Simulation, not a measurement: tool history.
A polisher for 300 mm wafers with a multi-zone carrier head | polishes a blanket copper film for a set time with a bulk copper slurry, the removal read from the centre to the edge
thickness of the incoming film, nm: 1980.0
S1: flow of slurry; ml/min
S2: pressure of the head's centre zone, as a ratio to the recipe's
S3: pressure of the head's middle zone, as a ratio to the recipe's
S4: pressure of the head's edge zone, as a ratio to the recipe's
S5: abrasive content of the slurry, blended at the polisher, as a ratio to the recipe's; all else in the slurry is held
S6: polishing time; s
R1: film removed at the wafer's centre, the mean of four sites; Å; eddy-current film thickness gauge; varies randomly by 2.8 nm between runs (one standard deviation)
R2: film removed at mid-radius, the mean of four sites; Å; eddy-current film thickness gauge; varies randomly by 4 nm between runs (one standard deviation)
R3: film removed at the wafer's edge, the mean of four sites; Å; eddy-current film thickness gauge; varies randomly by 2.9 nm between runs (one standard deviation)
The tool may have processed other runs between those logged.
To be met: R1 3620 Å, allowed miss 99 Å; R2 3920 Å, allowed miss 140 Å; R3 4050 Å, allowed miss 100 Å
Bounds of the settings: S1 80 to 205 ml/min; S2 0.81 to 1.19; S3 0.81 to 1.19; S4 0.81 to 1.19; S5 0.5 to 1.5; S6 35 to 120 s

{"run": 1, "hour": 0.0, "S1": 135, "S2": 1, "S3": 1, "S4": 1, "S5": 1, "S6": 77, "R1": 6204.2, "R2": 6423.1, "R3": 6333.3}
{"run": 2, "hour": 6.4, "S1": 125, "S2": 0.97, "S3": 0.97, "S4": 0.97, "S5": 0.85, "S6": 72, "R1": 5201.3, "R2": 5473.3, "R3": 5460}
{"run": 3, "hour": 9.8, "S1": 120, "S2": 0.95, "S3": 0.94, "S4": 0.94, "S5": 0.75, "S6": 71, "R1": 4781.5, "R2": 5062.2, "R3": 5080.8}
{"run": 4, "hour": 11.1, "S1": 120, "S2": 0.95, "S3": 0.94, "S4": 0.99, "S5": 0.75, "S6": 71, "R1": 4824, "R2": 5008.4, "R3": 5199.6}
{"run": 5, "hour": 19.9, "S1": 120, "S2": 0.95, "S3": 0.94, "S4": 0.99, "S5": 0.75, "S6": 87, "R1": 5933, "R2": 6120.6, "R3": 6360.2}
{"run": 6, "hour": 28.0, "S1": 115, "S2": 0.93, "S3": 0.92, "S4": 0.95, "S5": 0.7, "S6": 82, "R1": 5270, "R2": 5439.1, "R3": 5645}
{"run": 7, "hour": 28.6, "S1": 110, "S2": 0.91, "S3": 0.9, "S4": 0.92, "S5": 0.65, "S6": 79, "R1": 4800.4, "R2": 5095, "R3": 5165.2}
{"run": 8, "hour": 35.6, "S1": 105, "S2": 0.89, "S3": 0.88, "S4": 0.91, "S5": 0.6, "S6": 77, "R1": 4320.6, "R2": 4634.2, "R3": 4861.1}
{"run": 9, "hour": 41.5, "S1": 105, "S2": 0.88, "S3": 0.87, "S4": 0.81, "S5": 0.5, "S6": 68, "R1": 3454.7, "R2": 3776.7, "R3": 3706.7}
{"run": 10, "hour": 45.1, "S1": 110, "S2": 0.88, "S3": 0.87, "S4": 0.83, "S5": 0.5, "S6": 68, "R1": 3527, "R2": 3712.6, "R3": 3725.8}
{"run": 11, "hour": 52.1, "S1": 110, "S2": 0.88, "S3": 0.88, "S4": 0.85, "S5": 0.5, "S6": 68, "R1": 3559.1, "R2": 3777.4, "R3": 3806.2}
{"run": 12, "hour": 59.8, "S1": 110, "S2": 0.88, "S3": 0.88, "S4": 0.85, "S5": 0.5, "S6": 68, "R1": 3532.4, "R2": 3768.9, "R3": 3804.1}
{"run": 13, "hour": 62.5, "S1": 110, "S2": 0.88, "S3": 0.89, "S4": 0.87, "S5": 0.5, "S6": 68, "R1": 3455, "R2": 3781, "R3": 3866.3}
{"run": 14, "hour": 66.7, "S1": 115, "S2": 0.88, "S3": 0.89, "S4": 0.88, "S5": 0.5, "S6": 68, "R1": 3580.7, "R2": 3802.9, "R3": 3925.5}
{"run": 15, "hour": 71.8, "S1": 115, "S2": 0.88, "S3": 0.9, "S4": 0.89, "S5": 0.5, "S6": 68, "R1": 3578.5, "R2": 3891.2, "R3": 3953.7}
{"run": 16, "hour": 76.2, "S1": 115, "S2": 0.88, "S3": 0.9, "S4": 0.9, "S5": 0.5, "S6": 68, "R1": 3588.2, "R2": 3856.3, "R3": 3941.6}

Of the 4 settings listed for the next run, only one would bring every result within its allowed miss of target. Which one?
{"run": "A", "hour": 80.6, "S1": 115, "S2": 0.89, "S3": 0.89, "S4": 0.9, "S5": 0.55, "S6": 63, "R1": "?", "R2": "?", "R3": "?"}
{"run": "B", "hour": 80.6, "S1": 100, "S2": 0.85, "S3": 0.96, "S4": 0.91, "S5": 0.65, "S6": 62, "R1": "?", "R2": "?", "R3": "?"}
{"run": "C", "hour": 80.6, "S1": 110, "S2": 0.88, "S3": 0.89, "S4": 0.9, "S5": 0.6, "S6": 65, "R1": "?", "R2": "?", "R3": "?"}
{"run": "D", "hour": 80.6, "S1": 125, "S2": 0.9, "S3": 0.95, "S4": 0.84, "S5": 0.5, "S6": 67, "R1": "?", "R2": "?", "R3": "?"}

move=A R1=3449.5 R2=3713.3 R3=3829.9
move=B R1=3344.9 R2=3977.5 R3=3967.1
move=C R1=3613 R2=3939.2 R3=4076.7
move=D R1=3618.5 R2=4007.4 R3=3814.7
A: further off than the last run
B: the worst result of the last run now meets its target, but another is out of spec
C: meets every target
D: further off than the last run
The move that meets every target is C.
